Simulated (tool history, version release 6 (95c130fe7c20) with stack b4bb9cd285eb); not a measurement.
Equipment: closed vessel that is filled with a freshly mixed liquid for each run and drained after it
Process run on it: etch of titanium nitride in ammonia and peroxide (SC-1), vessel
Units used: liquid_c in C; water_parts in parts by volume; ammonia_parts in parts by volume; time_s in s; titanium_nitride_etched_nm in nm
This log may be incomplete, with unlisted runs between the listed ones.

run,hour,liquid_c,water_parts,ammonia_parts,time_s,titanium_nitride_etched_nm
1,0.0,50.0,9,0.6,155,20.334
2,1.3,49.5,9,0.6,155,19.591
3,2.2,49.0,9,0.6,155,19.084
4,8.2,43.0,9,0.6,155,12.295
5,10.8,43.0,11,0.6,155,11.019
6,17.2,44.0,11,0.6,155,11.899
7,22.9,44.5,11,0.6,155,12.382
8,23.8,45.0,11,0.6,155,12.774
9,29.5,48.5,11,0.6,155,16.334

Run 10 comes next. What will it give?
10,38.3,48.0,11,0.6,155,?

Logged for run 10: titanium_nitride_etched_nm 15.953 nm.

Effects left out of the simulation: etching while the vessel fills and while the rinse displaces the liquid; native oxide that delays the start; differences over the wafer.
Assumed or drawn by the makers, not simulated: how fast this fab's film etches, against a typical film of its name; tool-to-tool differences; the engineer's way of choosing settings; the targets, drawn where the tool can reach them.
